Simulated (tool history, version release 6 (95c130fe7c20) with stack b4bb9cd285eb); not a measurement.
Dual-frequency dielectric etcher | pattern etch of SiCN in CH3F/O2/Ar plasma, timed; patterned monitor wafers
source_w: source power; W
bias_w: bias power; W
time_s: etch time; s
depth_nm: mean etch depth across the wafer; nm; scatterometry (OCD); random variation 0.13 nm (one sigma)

run	day	source_w	bias_w	time_s	depth_nm
1	0.000	510	75	130.5	54.289
2	0.225	540	76	130.5	55.562
3	0.338	560	77	130.5	56.345
4	0.700	560	77	130.5	56.240
5	0.871	560	86	130.5	57.755
6	1.079	570	87	130.5	58.197

The next listed run, before its measurement:
7	1.329	580	88	130.5	?

{"run 7": {"depth_nm": 58.892}}
